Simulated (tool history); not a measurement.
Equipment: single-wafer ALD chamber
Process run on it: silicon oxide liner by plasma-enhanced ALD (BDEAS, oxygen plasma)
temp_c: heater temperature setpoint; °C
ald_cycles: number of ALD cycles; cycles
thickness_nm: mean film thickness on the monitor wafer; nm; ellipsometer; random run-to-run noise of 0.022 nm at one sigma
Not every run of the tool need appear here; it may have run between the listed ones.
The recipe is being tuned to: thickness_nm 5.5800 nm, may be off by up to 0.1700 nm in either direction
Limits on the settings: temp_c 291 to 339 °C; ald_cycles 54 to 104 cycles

run,hour,temp_c,ald_cycles,thickness_nm
1,0.0,315,79,7.4375
2,8.0,304,79,7.5029
3,16.5,305,71,6.7734
4,17.1,305,80,7.6213
5,22.4,305,69,6.5733
6,29.8,305,74,7.0247
7,31.8,305,68,6.5081
8,40.1,305,64,6.0912

Which single option among these 5 for the next run brings every result within its allowed miss of target? Just one does.
A,48.4,303,64,?
B,48.4,310,62,?
C,48.4,306,63,?
D,48.4,314,60,?
E,48.4,307,70,?

move,thickness_nm
A,6.1303
B,5.8824
C,6.0100
D,5.6615
E,6.6687
A: further off than the last run
B: nearer the targets than the last run, but a result is still out of spec
C: nearer the targets than the last run, but a result is still out of spec
D: each result inside its tolerance
E: further off than the last run
D meets every target.
